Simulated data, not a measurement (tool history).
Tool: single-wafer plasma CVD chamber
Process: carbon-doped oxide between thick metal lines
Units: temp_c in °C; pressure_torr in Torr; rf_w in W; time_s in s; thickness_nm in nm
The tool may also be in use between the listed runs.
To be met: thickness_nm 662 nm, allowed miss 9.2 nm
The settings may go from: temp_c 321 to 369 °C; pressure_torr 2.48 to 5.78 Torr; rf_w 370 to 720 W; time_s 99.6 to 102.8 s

run  hour  temp_c  pressure_torr  rf_w  time_s  thickness_nm
  1     0     345           4.13   545    99.6        556.69
  2     9     345           4.71   545    99.6        564.34
  3  15.5     351           4.71   545    99.6        557.44
  4  21.7     347           4.99   570    99.7        589.94
  5  27.4     343           5.21   580    99.7        604.67
  6  29.8     340           5.37   590    99.7        618.57
  7  38.7     340           5.37   590    99.7        623.19
  8  43.2     337           5.48   595    99.7        632.28
  9    46     335           5.56   600    99.7        640.55
 10    52     333           5.62   600    99.7        648.29
 11  55.1     332           5.66   600    99.7         652.3

4 next moves are on the table. One of them brings every result within its allowed miss. Which?
  A  58.2     334           5.63   635   102.3             ?
  B  58.2     336           5.76   595     100             ?
  C  58.2     335           5.29   670    99.9             ?
  D  58.2     331           5.59   595   102.1             ?

move  thickness_nm
   A         691.3
   B        643.16
   C        691.37
   D        665.74
A: takes the result that was furthest off past its target
B: further off than the last run
C: takes the result that was furthest off past its target
D: meets every target
Move D is the one to make.
